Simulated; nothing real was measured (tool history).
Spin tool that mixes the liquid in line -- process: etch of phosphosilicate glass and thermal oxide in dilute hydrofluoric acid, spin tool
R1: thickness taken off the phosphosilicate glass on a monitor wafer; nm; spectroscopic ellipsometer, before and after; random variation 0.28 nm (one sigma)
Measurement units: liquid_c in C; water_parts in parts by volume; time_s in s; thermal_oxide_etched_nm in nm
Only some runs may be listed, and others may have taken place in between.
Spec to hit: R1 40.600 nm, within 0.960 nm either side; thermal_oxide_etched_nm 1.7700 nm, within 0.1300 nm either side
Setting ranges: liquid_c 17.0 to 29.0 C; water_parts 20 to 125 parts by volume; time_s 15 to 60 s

{"run": 1, "hour": 0.0, "liquid_c": 21.0, "water_parts": 70, "time_s": 30, "R1": 36.363, "thermal_oxide_etched_nm": 1.5724}
{"run": 2, "hour": 2.8, "liquid_c": 21.5, "water_parts": 70, "time_s": 30, "R1": 36.914, "thermal_oxide_etched_nm": 1.5971}
{"run": 3, "hour": 5.0, "liquid_c": 22.0, "water_parts": 70, "time_s": 30, "R1": 38.05, "thermal_oxide_etched_nm": 1.6696}
{"run": 4, "hour": 8.9, "liquid_c": 22.5, "water_parts": 70, "time_s": 30, "R1": 39.142, "thermal_oxide_etched_nm": 1.7177}
{"run": 5, "hour": 9.6, "liquid_c": 22.5, "water_parts": 70, "time_s": 20, "R1": 25.838, "thermal_oxide_etched_nm": 1.1167}
{"run": 6, "hour": 13.3, "liquid_c": 23.5, "water_parts": 65, "time_s": 20, "R1": 28.925, "thermal_oxide_etched_nm": 1.271}
{"run": 7, "hour": 22.0, "liquid_c": 24.5, "water_parts": 65, "time_s": 20, "R1": 30.744, "thermal_oxide_etched_nm": 1.3351}
{"run": 8, "hour": 27.3, "liquid_c": 25.5, "water_parts": 65, "time_s": 20, "R1": 31.404, "thermal_oxide_etched_nm": 1.4482}
{"run": 9, "hour": 33.1, "liquid_c": 25.5, "water_parts": 60, "time_s": 20, "R1": 34.463, "thermal_oxide_etched_nm": 1.4885}
{"run": 10, "hour": 36.1, "liquid_c": 26.0, "water_parts": 60, "time_s": 20, "R1": 35.381, "thermal_oxide_etched_nm": 1.5541}
{"run": 11, "hour": 40.3, "liquid_c": 26.5, "water_parts": 60, "time_s": 20, "R1": 35.94, "thermal_oxide_etched_nm": 1.5585}
{"run": 12, "hour": 46.7, "liquid_c": 27.0, "water_parts": 60, "time_s": 20, "R1": 36.806, "thermal_oxide_etched_nm": 1.6212}
{"run": 13, "hour": 55.5, "liquid_c": 27.5, "water_parts": 60, "time_s": 20, "R1": 37.402, "thermal_oxide_etched_nm": 1.5957}
{"run": 14, "hour": 62.7, "liquid_c": 28.0, "water_parts": 60, "time_s": 20, "R1": 38.385, "thermal_oxide_etched_nm": 1.6923}
{"run": 15, "hour": 67.0, "liquid_c": 28.5, "water_parts": 60, "time_s": 20, "R1": 39.028, "thermal_oxide_etched_nm": 1.6652}

Of the 4 settings listed for the next run, only one would bring every result within its allowed miss of target. Which one?
{"run": "A", "hour": 71.3, "liquid_c": 29.0, "water_parts": 65, "time_s": 20, "R1": "?", "thermal_oxide_etched_nm": "?"}
{"run": "B", "hour": 71.3, "liquid_c": 26.0, "water_parts": 65, "time_s": 25, "R1": "?", "thermal_oxide_etched_nm": "?"}
{"run": "C", "hour": 71.3, "liquid_c": 29.0, "water_parts": 90, "time_s": 30, "R1": "?", "thermal_oxide_etched_nm": "?"}
{"run": "D", "hour": 71.3, "liquid_c": 20.5, "water_parts": 35, "time_s": 15, "R1": "?", "thermal_oxide_etched_nm": "?"}

move=A R1=36.050 thermal_oxide_etched_nm=1.6649
move=B R1=40.026 thermal_oxide_etched_nm=1.8485
move=C R1=37.679 thermal_oxide_etched_nm=1.7401
move=D R1=36.931 thermal_oxide_etched_nm=1.7056
A: misses by more than the last run did
B: every result lands within tolerance
C: misses by more than the last run did
D: misses by more than the last run did
The move that meets every target is B.
